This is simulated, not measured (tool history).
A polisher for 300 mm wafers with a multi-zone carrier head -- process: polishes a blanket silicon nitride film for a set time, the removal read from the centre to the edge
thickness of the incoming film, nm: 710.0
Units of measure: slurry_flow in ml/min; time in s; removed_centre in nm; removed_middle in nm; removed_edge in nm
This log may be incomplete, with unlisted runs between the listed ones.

| run | hour | slurry_flow | centre_zone | middle_zone | edge_zone | time | removed_centre | removed_middle | removed_edge |
|---|---|---|---|---|---|---|---|---|---|
| 1 | 0 | 265 | 1 | 1 | 1 | 73 | 112.6 | 110.69 | 111.89 |
| 2 | 2.9 | 260 | 0.97 | 1 | 0.96 | 64 | 96.233 | 98.717 | 95.891 |
| 3 | 10.1 | 250 | 0.94 | 0.98 | 0.93 | 58 | 85.156 | 87.863 | 85.689 |
| 4 | 13.2 | 240 | 0.91 | 0.98 | 0.9 | 54 | 76.453 | 81.861 | 77.33 |
| 5 | 20 | 240 | 0.83 | 0.98 | 0.9 | 54 | 70.725 | 80.215 | 77.49 |
| 6 | 23.1 | 230 | 0.83 | 0.98 | 0.88 | 52 | 67.001 | 80.379 | 73.605 |
| 7 | 29.8 | 225 | 0.83 | 0.96 | 0.86 | 50 | 64.402 | 73.759 | 70.828 |
| 8 | 34.5 | 220 | 0.86 | 1 | 0.81 | 42 | 55.451 | 65.457 | 56.964 |
| 9 | 40.4 | 245 | 0.86 | 0.99 | 0.82 | 42 | 56.772 | 65.15 | 58.607 |

Expected results for the next run?
| 10 | 49.1 | 250 | 0.86 | 0.99 | 0.84 | 42 | ? | ? | ? |

removed_centre: 56.643 nm
removed_middle: 65.201 nm
removed_edge: 59.393 nm

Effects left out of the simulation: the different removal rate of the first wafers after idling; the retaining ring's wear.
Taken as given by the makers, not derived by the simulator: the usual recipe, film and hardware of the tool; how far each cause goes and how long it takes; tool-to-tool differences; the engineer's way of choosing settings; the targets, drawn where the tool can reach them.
